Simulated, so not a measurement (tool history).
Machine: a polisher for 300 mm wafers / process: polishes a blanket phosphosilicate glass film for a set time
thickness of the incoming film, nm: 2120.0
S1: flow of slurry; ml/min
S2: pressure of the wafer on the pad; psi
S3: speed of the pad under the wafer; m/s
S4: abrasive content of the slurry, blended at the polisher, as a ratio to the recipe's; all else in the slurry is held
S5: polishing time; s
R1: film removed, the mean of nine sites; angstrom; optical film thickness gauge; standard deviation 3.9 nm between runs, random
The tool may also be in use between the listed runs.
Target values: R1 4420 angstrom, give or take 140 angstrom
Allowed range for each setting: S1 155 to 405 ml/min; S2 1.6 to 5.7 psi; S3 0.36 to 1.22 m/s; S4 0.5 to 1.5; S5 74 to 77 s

run	hour	S1	S2	S3	S4	S5	R1
1	0	260	3.6	0.78	1	74	5239.3
2	8	260	3.4	0.78	1	74	4964.3
3	11.2	260	2.5	0.78	1	74	3660.9
4	13.9	260	2.5	0.66	1	74	3325.3
5	15.9	260	2.8	0.66	1	74	3701.1
6	24.8	260	3	0.66	1	74	3892.4
7	31.3	260	3.1	0.66	1	74	4071.5
8	33.6	260	3.2	0.66	1	74	4230.7

Of the 5 settings listed for the next run, only one would bring every result within its allowed miss of target. Which one?
A	35.9	355	3.4	0.58	0.95	75	?
B	35.9	270	3.1	0.64	0.85	77	?
C	35.9	190	2.5	0.8	1.35	74	?
D	35.9	275	2.9	0.64	1.05	77	?
E	35.9	245	2.9	0.8	1.1	74	?

move	R1
A	4187.3
B	3975.8
C	4003
D	3973.7
E	4459.8
A: further off than the last run
B: further off than the last run
C: further off than the last run
D: further off than the last run
E: hits every target within its allowed miss
E meets every target.
